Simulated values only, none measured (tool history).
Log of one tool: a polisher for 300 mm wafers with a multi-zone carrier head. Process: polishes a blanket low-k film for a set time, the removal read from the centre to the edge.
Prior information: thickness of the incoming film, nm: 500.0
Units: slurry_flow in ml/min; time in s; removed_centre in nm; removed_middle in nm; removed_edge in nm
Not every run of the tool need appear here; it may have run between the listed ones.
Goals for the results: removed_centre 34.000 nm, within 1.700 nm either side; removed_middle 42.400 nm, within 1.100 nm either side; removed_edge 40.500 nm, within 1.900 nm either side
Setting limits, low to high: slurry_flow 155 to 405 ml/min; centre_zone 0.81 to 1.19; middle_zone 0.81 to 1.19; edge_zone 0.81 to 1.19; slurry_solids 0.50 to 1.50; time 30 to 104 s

Run 1, hour 0.0: slurry_flow 260 ml/min, centre_zone 1.00, middle_zone 1.00, edge_zone 1.00, slurry_solids 1.00, time 67 s. Result: removed_centre 33.322 nm, removed_middle 34.508 nm, removed_edge 34.455 nm.
Run 2, hour 7.9: slurry_flow 260 ml/min, centre_zone 1.00, middle_zone 1.00, edge_zone 1.00, slurry_solids 1.00, time 54 s. Result: removed_centre 28.096 nm, removed_middle 27.835 nm, removed_edge 27.450 nm.
Run 3, hour 13.5: slurry_flow 260 ml/min, centre_zone 0.97, middle_zone 1.04, edge_zone 1.04, slurry_solids 1.15, time 55 s. Result: removed_centre 28.509 nm, removed_middle 31.361 nm, removed_edge 30.440 nm.
Run 4, hour 15.1: slurry_flow 260 ml/min, centre_zone 0.97, middle_zone 1.04, edge_zone 1.04, slurry_solids 1.15, time 63 s. Result: removed_centre 33.646 nm, removed_middle 35.288 nm, removed_edge 34.267 nm.
Run 5, hour 17.8: slurry_flow 260 ml/min, centre_zone 0.97, middle_zone 1.04, edge_zone 1.04, slurry_solids 1.30, time 63 s. Result: removed_centre 33.375 nm, removed_middle 36.913 nm, removed_edge 35.378 nm.
Run 6, hour 21.0: slurry_flow 260 ml/min, centre_zone 0.91, middle_zone 1.04, edge_zone 1.04, slurry_solids 1.30, time 63 s. Result: removed_centre 31.795 nm, removed_middle 37.143 nm, removed_edge 35.972 nm.
Run 7, hour 28.2: slurry_flow 270 ml/min, centre_zone 0.90, middle_zone 1.06, edge_zone 1.08, slurry_solids 1.35, time 63 s. Result: removed_centre 32.258 nm, removed_middle 38.657 nm, removed_edge 37.371 nm.
Run 8, hour 32.5: slurry_flow 280 ml/min, centre_zone 0.90, middle_zone 1.08, edge_zone 1.10, slurry_solids 1.35, time 63 s. Result: removed_centre 31.888 nm, removed_middle 39.538 nm, removed_edge 38.156 nm.
Run 9, hour 40.9: slurry_flow 290 ml/min, centre_zone 0.91, middle_zone 1.09, edge_zone 1.11, slurry_solids 1.35, time 63 s. Result: removed_centre 33.255 nm, removed_middle 39.763 nm, removed_edge 37.583 nm.
Run 10, hour 42.4: slurry_flow 290 ml/min, centre_zone 0.90, middle_zone 1.09, edge_zone 1.12, slurry_solids 1.40, time 63 s. Result: removed_centre 33.190 nm, removed_middle 40.132 nm, removed_edge 39.047 nm.
Run 11, hour 46.3: slurry_flow 295 ml/min, centre_zone 0.90, middle_zone 1.10, edge_zone 1.13, slurry_solids 1.40, time 63 s. Result: removed_centre 32.576 nm, removed_middle 40.392 nm, removed_edge 38.920 nm.

Consider the 5 candidate settings below. Which is the only one whose results all fall within their allowed miss of target?
Run A, hour 50.2: slurry_flow 240 ml/min, centre_zone 0.81, middle_zone 0.98, edge_zone 1.18, slurry_solids 1.50, time 72 s. Result: removed_centre ?, removed_middle ?, removed_edge ?.
Run B, hour 50.2: slurry_flow 265 ml/min, centre_zone 0.84, middle_zone 1.13, edge_zone 1.01, slurry_solids 1.50, time 68 s. Result: removed_centre ?, removed_middle ?, removed_edge ?.
Run C, hour 50.2: slurry_flow 295 ml/min, centre_zone 0.87, middle_zone 1.19, edge_zone 1.15, slurry_solids 1.35, time 60 s. Result: removed_centre ?, removed_middle ?, removed_edge ?.
Run D, hour 50.2: slurry_flow 315 ml/min, centre_zone 1.02, middle_zone 1.17, edge_zone 0.97, slurry_solids 1.40, time 62 s. Result: removed_centre ?, removed_middle ?, removed_edge ?.
Run E, hour 50.2: slurry_flow 360 ml/min, centre_zone 0.87, middle_zone 1.09, edge_zone 1.11, slurry_solids 1.50, time 64 s. Result: removed_centre ?, removed_middle ?, removed_edge ?.

move  removed_centre  removed_middle  removed_edge
   A          34.242          42.522        45.183
   B          33.977          45.814        40.089
   C          30.290          41.146        36.330
   D          37.465          42.676        35.508
   E          34.140          42.958        40.154
A: meets the target for the result that was furthest off, but another lies outside its allowed miss
B: takes the result that was furthest off past its target
C: its largest miss is bigger than the last run's
D: meets the target for the result that was furthest off, but another lies outside its allowed miss
E: all results land within tolerance of their targets
The move that meets every target is E.

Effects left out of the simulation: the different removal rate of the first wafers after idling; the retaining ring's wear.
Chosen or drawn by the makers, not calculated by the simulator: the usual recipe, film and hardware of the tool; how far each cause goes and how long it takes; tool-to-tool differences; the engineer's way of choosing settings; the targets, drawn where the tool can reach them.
